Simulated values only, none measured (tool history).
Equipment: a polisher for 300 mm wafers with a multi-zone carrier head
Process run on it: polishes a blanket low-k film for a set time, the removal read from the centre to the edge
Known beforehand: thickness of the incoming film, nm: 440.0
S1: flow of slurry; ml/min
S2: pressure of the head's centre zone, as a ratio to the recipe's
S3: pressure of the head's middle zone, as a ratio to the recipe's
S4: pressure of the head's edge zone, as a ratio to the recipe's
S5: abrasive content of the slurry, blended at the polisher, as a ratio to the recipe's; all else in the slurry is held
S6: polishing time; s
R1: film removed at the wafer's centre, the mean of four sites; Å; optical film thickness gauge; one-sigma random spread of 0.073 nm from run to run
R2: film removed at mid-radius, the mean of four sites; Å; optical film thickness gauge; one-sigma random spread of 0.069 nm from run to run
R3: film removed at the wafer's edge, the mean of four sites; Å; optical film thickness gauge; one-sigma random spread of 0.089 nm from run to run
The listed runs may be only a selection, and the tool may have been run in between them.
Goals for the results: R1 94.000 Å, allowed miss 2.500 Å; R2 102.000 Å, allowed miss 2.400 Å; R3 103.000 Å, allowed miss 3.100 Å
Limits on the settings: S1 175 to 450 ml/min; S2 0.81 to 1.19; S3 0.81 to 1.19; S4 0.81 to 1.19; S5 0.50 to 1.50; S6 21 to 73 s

Run 1, hour 0.0: S1 290 ml/min, S2 1.00, S3 1.00, S4 1.00, S5 1.00, S6 47 s. Result: R1 196.260 Å, R2 192.490 Å, R3 188.170 Å.
Run 2, hour 0.6: S1 290 ml/min, S2 0.95, S3 1.00, S4 1.00, S5 1.00, S6 47 s. Result: R1 185.460 Å, R2 192.330 Å, R3 190.010 Å.
Run 3, hour 9.1: S1 290 ml/min, S2 0.95, S3 1.00, S4 1.00, S5 1.00, S6 58 s. Result: R1 230.870 Å, R2 238.250 Å, R3 236.820 Å.
Run 4, hour 16.8: S1 285 ml/min, S2 0.94, S3 0.99, S4 0.98, S5 0.95, S6 55 s. Result: R1 213.210 Å, R2 223.650 Å, R3 216.100 Å.
Run 5, hour 23.4: S1 280 ml/min, S2 0.93, S3 0.98, S4 0.99, S5 0.90, S6 52 s. Result: R1 190.130 Å, R2 199.130 Å, R3 202.660 Å.
Run 6, hour 28.1: S1 280 ml/min, S2 0.93, S3 0.95, S4 0.99, S5 0.90, S6 52 s. Result: R1 194.630 Å, R2 193.340 Å, R3 202.980 Å.
Run 7, hour 30.6: S1 275 ml/min, S2 0.92, S3 0.95, S4 0.97, S5 0.85, S6 50 s. Result: R1 178.460 Å, R2 185.950 Å, R3 186.480 Å.
Run 8, hour 35.7: S1 270 ml/min, S2 0.91, S3 0.94, S4 0.96, S5 0.80, S6 48 s. Result: R1 162.960 Å, R2 169.560 Å, R3 172.350 Å.
Run 9, hour 43.6: S1 265 ml/min, S2 0.90, S3 0.93, S4 0.95, S5 0.75, S6 47 s. Result: R1 156.180 Å, R2 161.460 Å, R3 163.350 Å.
Run 10, hour 49.3: S1 260 ml/min, S2 0.89, S3 0.92, S4 0.94, S5 0.70, S6 46 s. Result: R1 144.370 Å, R2 150.500 Å, R3 154.600 Å.
Run 11, hour 54.7: S1 255 ml/min, S2 0.88, S3 0.91, S4 0.93, S5 0.70, S6 45 s. Result: R1 141.210 Å, R2 145.820 Å, R3 152.740 Å.
Run 12, hour 63.4: S1 255 ml/min, S2 0.88, S3 0.91, S4 0.93, S5 0.70, S6 45 s. Result: R1 139.260 Å, R2 147.700 Å, R3 149.190 Å.
Run 13, hour 71.3: S1 250 ml/min, S2 0.87, S3 0.90, S4 0.92, S5 0.70, S6 44 s. Result: R1 134.570 Å, R2 140.600 Å, R3 146.610 Å.

Consider the 5 candidate settings below. Which is the only one whose results all fall within their allowed miss of target?
Run A, hour 79.2: S1 330 ml/min, S2 1.08, S3 0.85, S4 0.81, S5 0.60, S6 32 s. Result: R1 ?, R2 ?, R3 ?.
Run B, hour 79.2: S1 235 ml/min, S2 0.85, S3 0.92, S4 0.88, S5 0.55, S6 35 s. Result: R1 ?, R2 ?, R3 ?.
Run C, hour 79.2: S1 275 ml/min, S2 1.13, S3 1.05, S4 0.81, S5 0.50, S6 31 s. Result: R1 ?, R2 ?, R3 ?.
Run D, hour 79.2: S1 275 ml/min, S2 0.81, S3 1.14, S4 0.81, S5 0.50, S6 38 s. Result: R1 ?, R2 ?, R3 ?.
Run E, hour 79.2: S1 225 ml/min, S2 0.81, S3 0.81, S4 1.07, S5 0.85, S6 56 s. Result: R1 ?, R2 ?, R3 ?.

move       R1       R2       R3
   A  116.710   94.333   97.949
   B   92.411  102.000  103.710
   C  107.040   98.667   86.039
   D   93.858  129.980  105.340
   E  168.290  175.840  218.600
A: moves toward the targets from the last run without getting all of them in spec
B: each result inside its tolerance
C: moves toward the targets from the last run without getting all of them in spec
D: corrects the largest miss of the last run, while another result sits out of spec
E: moves away from the targets compared with the last run
So the answer is move B, the one that meets all the targets.

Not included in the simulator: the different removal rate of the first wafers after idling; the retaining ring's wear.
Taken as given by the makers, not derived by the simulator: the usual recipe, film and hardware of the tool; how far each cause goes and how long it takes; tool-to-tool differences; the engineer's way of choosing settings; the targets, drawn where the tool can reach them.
